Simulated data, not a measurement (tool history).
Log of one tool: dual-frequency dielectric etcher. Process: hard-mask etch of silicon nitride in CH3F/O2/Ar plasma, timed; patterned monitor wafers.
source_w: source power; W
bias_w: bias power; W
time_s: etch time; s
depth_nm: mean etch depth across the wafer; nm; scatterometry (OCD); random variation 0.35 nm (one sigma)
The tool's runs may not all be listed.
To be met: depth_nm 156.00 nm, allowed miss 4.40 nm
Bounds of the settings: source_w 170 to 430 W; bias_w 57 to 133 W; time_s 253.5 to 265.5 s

run,hour,source_w,bias_w,time_s,depth_nm
1,0.0,300,95,253.5,181.76
2,1.4,280,93,253.5,175.34
3,5.6,280,84,253.5,169.42
4,8.5,310,84,253.5,174.83
5,9.5,300,82,253.5,171.95
6,11.1,290,81,253.5,169.54
7,18.1,280,80,253.5,166.80
8,19.8,270,79,253.5,163.71
9,25.0,260,78,253.5,160.91

Which of these 5 next moves meets every target?
A,30.2,310,70,262.5,?
B,30.2,280,79,253.5,?
C,30.2,250,81,265.5,?
D,30.2,190,86,260.0,?
E,30.2,340,66,253.5,?

move,depth_nm
A,169.21
B,164.97
C,167.92
D,153.91
E,165.21
A: further off than the last run
B: further off than the last run
C: further off than the last run
D: meets every target
E: further off than the last run
Move D is the one to make.
